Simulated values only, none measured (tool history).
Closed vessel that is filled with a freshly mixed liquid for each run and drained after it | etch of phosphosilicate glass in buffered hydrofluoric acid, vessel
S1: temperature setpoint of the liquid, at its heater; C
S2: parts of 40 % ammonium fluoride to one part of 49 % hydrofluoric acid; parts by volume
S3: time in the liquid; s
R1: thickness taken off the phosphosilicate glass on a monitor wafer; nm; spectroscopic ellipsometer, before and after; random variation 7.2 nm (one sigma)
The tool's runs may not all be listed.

run,day,S1,S2,S3,R1
1,0,25,7.5,100,632.54
2,0.058,23.5,7.5,100,589.98
3,0.433,26.5,7.5,100,678.1
4,0.567,27.5,7.5,100,715.12
5,0.6,28.5,7.5,100,758.47
6,0.842,28.5,7.5,100,766.14
7,0.967,29,7.5,100,780.96

The next listed run, before its measurement:
8,1.338,29.5,7.5,100,?

{"run 8": {"R1": 801.94}}

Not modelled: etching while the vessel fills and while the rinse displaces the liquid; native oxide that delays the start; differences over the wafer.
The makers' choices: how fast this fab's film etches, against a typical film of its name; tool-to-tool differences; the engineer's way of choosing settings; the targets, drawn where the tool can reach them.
